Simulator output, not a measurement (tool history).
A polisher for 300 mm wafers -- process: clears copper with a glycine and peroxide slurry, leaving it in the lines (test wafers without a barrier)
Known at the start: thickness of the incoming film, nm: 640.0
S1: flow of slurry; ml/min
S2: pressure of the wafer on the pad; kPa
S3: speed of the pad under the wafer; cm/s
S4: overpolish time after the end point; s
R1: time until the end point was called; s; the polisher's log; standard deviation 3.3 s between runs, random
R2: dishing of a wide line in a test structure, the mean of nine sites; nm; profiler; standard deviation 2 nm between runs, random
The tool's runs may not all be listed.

run	hour	S1	S2	S3	S4	R1	R2
1	0	185	23.4	98	29	99.794	88.113
2	6.8	185	23.4	98	24	97.502	77.588
3	14.1	185	23.4	78	24	118.23	70.924
4	20.4	185	23.4	78	12	114.8	44.461
5	21.9	185	23.4	78	9	117.09	35.633
# hour 27.6: slurry nozzle cleaned
6	27.6	185	21.4	74	16	130.87	51.822
7	35.4	185	19.3	76	19	139.78	54.806
8	40.8	185	17.9	76	22	142.36	58.903

Run 9 comes next. What will it give?
9	46.8	185	16.5	74	25	?	?

{"run 9": {"R1": 160.09, "R2": 63.126}}

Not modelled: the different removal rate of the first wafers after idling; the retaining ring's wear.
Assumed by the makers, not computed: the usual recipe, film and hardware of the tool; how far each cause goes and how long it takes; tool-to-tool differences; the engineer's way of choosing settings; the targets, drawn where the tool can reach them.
